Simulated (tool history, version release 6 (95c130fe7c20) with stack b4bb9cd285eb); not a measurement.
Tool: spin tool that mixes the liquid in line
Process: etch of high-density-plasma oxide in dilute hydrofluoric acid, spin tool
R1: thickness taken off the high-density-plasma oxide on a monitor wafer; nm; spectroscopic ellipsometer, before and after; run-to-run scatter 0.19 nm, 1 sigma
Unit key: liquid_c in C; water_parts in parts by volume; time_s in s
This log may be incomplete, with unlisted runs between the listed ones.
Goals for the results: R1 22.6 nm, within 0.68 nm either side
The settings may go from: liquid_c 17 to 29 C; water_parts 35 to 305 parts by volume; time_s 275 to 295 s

run 1 hour=0 | liquid_c=21 water_parts=170 time_s=275 | R1=11.75
run 2 hour=2.1 | liquid_c=21 water_parts=220 time_s=275 | R1=8.569
run 3 hour=10.4 | liquid_c=23 water_parts=190 time_s=275 | R1=11.072
run 4 hour=18.4 | liquid_c=24.5 water_parts=165 time_s=275 | R1=13.769
run 5 hour=20.3 | liquid_c=23 water_parts=165 time_s=275 | R1=13.135
run 6 hour=25.7 | liquid_c=24.5 water_parts=150 time_s=275 | R1=15.547
run 7 hour=27.6 | liquid_c=25.5 water_parts=140 time_s=275 | R1=17.459
run 8 hour=32.7 | liquid_c=26.5 water_parts=135 time_s=275 | R1=19.039
run 9 hour=39.8 | liquid_c=27 water_parts=130 time_s=275 | R1=20.219
run 10 hour=44.2 | liquid_c=27.5 water_parts=130 time_s=275 | R1=20.491
run 11 hour=47 | liquid_c=28 water_parts=130 time_s=275 | R1=21.165

Below are 5 possible settings for the next run. Only one of them brings all results inside the allowed miss of their targets. Which is it?
run A hour=49.8 | liquid_c=27.5 water_parts=140 time_s=295 | R1=?
run B hour=49.8 | liquid_c=24 water_parts=125 time_s=295 | R1=?
run C hour=49.8 | liquid_c=29 water_parts=125 time_s=295 | R1=?
run D hour=49.8 | liquid_c=23 water_parts=105 time_s=275 | R1=?
run E hour=49.8 | liquid_c=27.5 water_parts=110 time_s=275 | R1=?

move=A R1=20.217
move=B R1=20.261
move=C R1=24.439
move=D R1=22.202
move=E R1=25.03
A: misses by more than the last run did
B: misses by more than the last run did
C: pushes the last run's worst result past its target
D: every result lands within tolerance
E: pushes the last run's worst result past its target
D meets every target.
